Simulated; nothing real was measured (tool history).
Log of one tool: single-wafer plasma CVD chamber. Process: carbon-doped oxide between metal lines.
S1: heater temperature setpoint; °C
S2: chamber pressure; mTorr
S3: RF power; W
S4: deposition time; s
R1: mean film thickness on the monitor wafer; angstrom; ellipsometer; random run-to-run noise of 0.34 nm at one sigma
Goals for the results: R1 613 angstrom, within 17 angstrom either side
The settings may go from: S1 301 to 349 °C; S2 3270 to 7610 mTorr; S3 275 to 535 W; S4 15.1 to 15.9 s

run,day,S1,S2,S3,S4,R1
1,0,325,5440,405,15.9,799.3
2,0.225,325,4490,405,15.9,771.96
3,0.279,327,4230,385,15.8,737.17
4,0.629,328,4070,365,15.7,697.39
5,0.875,330,3900,355,15.6,668.6
6,1.121,325,3900,355,15.6,677.07
7,1.304,325,3790,345,15.6,674.56
8,1.383,328,3650,340,15.6,655.31
9,1.592,329,3550,335,15.6,638.38
10,1.929,330,3480,335,15.6,640.68

Exercise: of the 4 proposed moves below, exactly one satisfies all targets within the stated allowed misses. Which move is it?
A,2.267,325,3300,340,15.5,?
B,2.267,323,3900,340,15.5,?
C,2.267,338,3680,350,15.1,?
D,2.267,329,3610,355,15.9,?

move,R1
A,648.71
B,665.95
C,619.34
D,679.1
A: its largest miss is bigger than the last run's
B: its largest miss is bigger than the last run's
C: in spec on every target
D: its largest miss is bigger than the last run's
The right move is C.
